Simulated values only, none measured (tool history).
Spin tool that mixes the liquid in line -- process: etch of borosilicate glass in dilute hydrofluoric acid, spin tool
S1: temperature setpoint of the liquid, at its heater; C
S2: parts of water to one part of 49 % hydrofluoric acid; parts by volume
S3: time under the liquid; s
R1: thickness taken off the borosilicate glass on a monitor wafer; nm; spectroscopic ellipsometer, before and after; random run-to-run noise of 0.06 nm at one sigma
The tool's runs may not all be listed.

{"run": 1, "hour": 0.0, "S1": 21, "S2": 135, "S3": 15, "R1": 4.3743}
{"run": 2, "hour": 8.0, "S1": 21, "S2": 135, "S3": 15, "R1": 4.3372}
{"run": 3, "hour": 9.2, "S1": 19, "S2": 135, "S3": 15, "R1": 4.0038}
{"run": 4, "hour": 13.7, "S1": 19, "S2": 135, "S3": 15, "R1": 3.9525}
{"run": 5, "hour": 17.2, "S1": 17, "S2": 135, "S3": 15, "R1": 3.7467}
{"run": 6, "hour": 22.8, "S1": 20.5, "S2": 125, "S3": 15, "R1": 4.6718}
{"run": 7, "hour": 28.8, "S1": 24.5, "S2": 110, "S3": 15, "R1": 6.3366}
{"run": 8, "hour": 31.2, "S1": 25, "S2": 110, "S3": 15, "R1": 6.4682}

Run 9, settings as shown, results not yet in. Your forecast:
{"run": 9, "hour": 37.6, "S1": 25.5, "S2": 110, "S3": 15, "R1": "?"}

{"run 9": {"R1": 6.6177}}
